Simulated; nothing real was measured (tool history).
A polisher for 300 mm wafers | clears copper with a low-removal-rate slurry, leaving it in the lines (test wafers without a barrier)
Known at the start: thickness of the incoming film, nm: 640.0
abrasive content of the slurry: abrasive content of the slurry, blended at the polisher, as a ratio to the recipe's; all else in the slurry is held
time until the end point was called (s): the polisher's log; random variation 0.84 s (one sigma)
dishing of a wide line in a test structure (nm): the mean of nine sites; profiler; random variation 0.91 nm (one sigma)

| run | day | flow of slurry (ml/min) | pressure of the wafer on the pad (kPa) | speed of the pad under the wafer (m/s) | abrasive content of the slurry | overpolish time after the end point (s) | time until the end point was called (s) | dishing of a wide line in a test structure (nm) |
|---|---|---|---|---|---|---|---|---|
| 1 | 0 | 190 | 25.5 | 1.42 | 1 | 10 | 104.36 | 50.125 |
| 2 | 0.296 | 190 | 25.5 | 1.22 | 1 | 10 | 120.7 | 43.565 |
| 3 | 0.396 | 190 | 25.5 | 1.22 | 1.15 | 10 | 116.25 | 45.519 |
| 4 | 0.579 | 210 | 25.5 | 1.22 | 1.15 | 10 | 113.35 | 46.336 |
| 5 | 0.629 | 225 | 25.5 | 1.22 | 1.15 | 10 | 110.72 | 47.076 |
| 6 | 0.712 | 225 | 25.5 | 0.92 | 1.15 | 10 | 147.14 | 36.571 |
| 7 | 0.821 | 225 | 29 | 0.94 | 1.15 | 10 | 129.91 | 41.133 |
| 8 | 0.846 | 225 | 35.9 | 1.2 | 1.15 | 12 | 86.875 | 69.253 |
| 9 | 1.096 | 230 | 36.5 | 1.2 | 1.15 | 12 | 84.146 | 69.98 |

Run 10 comes next. What will it give?
| 10 | 1.271 | 230 | 37.2 | 1.2 | 1.15 | 12 | ? | ? |

{"run 10": {"time until the end point was called (s)": 83.233, "dishing of a wide line in a test structure (nm)": 71.056}}

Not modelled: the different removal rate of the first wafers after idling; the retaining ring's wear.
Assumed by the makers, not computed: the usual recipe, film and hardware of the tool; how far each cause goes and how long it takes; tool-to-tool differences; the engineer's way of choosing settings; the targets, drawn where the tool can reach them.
